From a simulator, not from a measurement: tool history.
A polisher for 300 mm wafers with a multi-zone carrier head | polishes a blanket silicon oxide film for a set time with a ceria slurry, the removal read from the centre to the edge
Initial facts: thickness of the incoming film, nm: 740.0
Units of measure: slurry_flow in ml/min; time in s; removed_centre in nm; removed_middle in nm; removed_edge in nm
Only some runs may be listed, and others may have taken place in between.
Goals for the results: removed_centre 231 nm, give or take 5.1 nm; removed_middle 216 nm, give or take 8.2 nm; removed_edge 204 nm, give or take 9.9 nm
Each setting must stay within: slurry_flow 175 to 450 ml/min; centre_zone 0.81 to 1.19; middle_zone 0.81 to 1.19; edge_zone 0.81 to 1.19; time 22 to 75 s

run	hour	slurry_flow	centre_zone	middle_zone	edge_zone	time	removed_centre	removed_middle	removed_edge
1	0	290	1	1	1	48	290.29	302.67	301.89
2	8.9	290	1	1.05	1	48	291.79	317.38	300.88
3	16.1	300	1.02	1.03	0.96	44	271.64	285.28	265.98
4	19	300	1.06	1.03	0.96	44	289.26	291.59	273.08
5	20.2	325	1.05	0.99	0.92	41	267.58	260.7	251.27
6	23.9	320	1.05	0.98	0.89	39	252.7	249.99	235.78
7	24.4	320	1.06	0.96	0.87	38	248.02	236.66	229.65
8	25.2	315	1.07	0.96	0.85	37	243.5	227.64	218.58
9	29.7	300	1.07	0.96	0.84	37	240.85	229.89	219.56
10	37	300	1.08	0.96	0.83	36	239.95	226.25	211.92
11	38.3	290	1.08	0.95	0.82	36	236.87	223.17	208.83
12	46.7	285	1.08	0.94	0.82	36	235.43	217.42	209.68
13	53.5	280	1.08	0.94	0.82	36	236.91	213.86	208.82
14	57.4	280	1.08	0.95	0.82	36	235.98	214.2	208.88
15	65.2	280	1.08	0.96	0.82	36	235.3	220.46	200.84

Pick the move, out of 5, that brings all results within their allowed miss; only one does.
A	73	340	1.11	0.95	0.86	36	?	?	?
B	73	350	1.09	0.92	0.81	36	?	?	?
C	73	340	1.19	1.03	0.82	33	?	?	?
D	73	360	1.15	1.12	0.81	32	?	?	?
E	73	270	1.08	0.96	0.83	35	?	?	?

move	removed_centre	removed_middle	removed_edge
A	245.97	218.41	212.34
B	242.13	213.22	207.28
C	241.97	214.25	190.37
D	228.08	224.32	184.1
E	226.74	209.32	199.59
A: further off than the last run
B: further off than the last run
C: further off than the last run
D: corrects the largest miss of the last run, while another result sits out of spec
E: meets every target
E meets every target.
